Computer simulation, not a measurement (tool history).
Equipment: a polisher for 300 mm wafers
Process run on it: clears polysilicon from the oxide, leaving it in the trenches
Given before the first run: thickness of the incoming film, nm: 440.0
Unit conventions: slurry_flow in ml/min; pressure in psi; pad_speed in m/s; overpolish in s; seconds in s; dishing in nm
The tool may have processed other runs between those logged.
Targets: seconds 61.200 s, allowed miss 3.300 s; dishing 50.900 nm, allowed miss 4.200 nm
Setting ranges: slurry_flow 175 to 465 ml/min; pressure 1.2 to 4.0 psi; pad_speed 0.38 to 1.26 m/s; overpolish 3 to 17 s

run    day  slurry_flow  pressure  pad_speed  overpolish  seconds  dishing
  1  0.000          295       2.6       0.82           9   35.915   59.325
  2  0.188          295       2.2       0.80          10   41.610   60.406
  3  0.458          295       2.2       0.80           7   41.381   48.114
  4  0.758          265       2.2       0.80           7   43.676   48.370
  5  0.808          250       1.9       0.80           8   47.586   49.320
  6  0.838          295       1.9       0.80           8   47.206   49.827
  7  1.104          295       1.7       0.80           9   48.819   52.440
  8  1.258          290       1.5       0.78           9   56.951   47.294

Which of these 5 next moves meets every target?
  A  1.412          275       1.5       0.86          12        ?        ?
  B  1.412          285       1.6       0.70          14        ?        ?
  C  1.412          300       1.2       0.96          10        ?        ?
  D  1.412          185       1.5       0.92           8        ?        ?
  E  1.412          300       1.4       0.76          11        ?        ?

move  seconds  dishing
   A   51.185   55.789
   B   59.353   55.972
   C   52.818   49.314
   D   50.719   43.867
   E   59.786   48.451
A: the biggest miss grows against the last run
B: the furthest-off result lands on target, but another misses its tolerance
C: the biggest miss grows against the last run
D: the biggest miss grows against the last run
E: all results land within tolerance of their targets
Answer: E
